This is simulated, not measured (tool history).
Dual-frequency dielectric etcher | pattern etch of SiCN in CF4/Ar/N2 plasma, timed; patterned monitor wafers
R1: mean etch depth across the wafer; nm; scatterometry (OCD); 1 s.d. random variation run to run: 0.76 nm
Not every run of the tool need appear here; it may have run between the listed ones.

run 1 hour=0 | source_power_(kW)=0.6 bias_power_(kW)=0.058 Ar_flow_(sccm)=89 CF4_flow_(sccm)=53 etch_time_(s)=170 | R1=151.02
run 2 hour=5.2 | source_power_(kW)=0.64 bias_power_(kW)=0.058 Ar_flow_(sccm)=89 CF4_flow_(sccm)=53 etch_time_(s)=170 | R1=161.85
run 3 hour=13.2 | source_power_(kW)=0.67 bias_power_(kW)=0.058 Ar_flow_(sccm)=89 CF4_flow_(sccm)=53 etch_time_(s)=170 | R1=169.79
run 4 hour=18.5 | source_power_(kW)=0.67 bias_power_(kW)=0.058 Ar_flow_(sccm)=74 CF4_flow_(sccm)=53 etch_time_(s)=170 | R1=174.49
run 5 hour=25.3 | source_power_(kW)=0.67 bias_power_(kW)=0.058 Ar_flow_(sccm)=74 CF4_flow_(sccm)=49 etch_time_(s)=170 | R1=173.36
run 6 hour=30.6 | source_power_(kW)=0.67 bias_power_(kW)=0.052 Ar_flow_(sccm)=74 CF4_flow_(sccm)=49 etch_time_(s)=170 | R1=165.77
run 7 hour=35.2 | source_power_(kW)=0.69 bias_power_(kW)=0.052 Ar_flow_(sccm)=74 CF4_flow_(sccm)=49 etch_time_(s)=170 | R1=170.38
run 8 hour=42.1 | source_power_(kW)=0.71 bias_power_(kW)=0.052 Ar_flow_(sccm)=74 CF4_flow_(sccm)=49 etch_time_(s)=170 | R1=176.21
run 9 hour=50.2 | source_power_(kW)=0.72 bias_power_(kW)=0.052 Ar_flow_(sccm)=74 CF4_flow_(sccm)=49 etch_time_(s)=170 | R1=178.69

Expected results for the next run?
run 10 hour=51.1 | source_power_(kW)=0.73 bias_power_(kW)=0.052 Ar_flow_(sccm)=74 CF4_flow_(sccm)=49 etch_time_(s)=170 | R1=?

For run 10 the tool returned R1 180.96 nm.
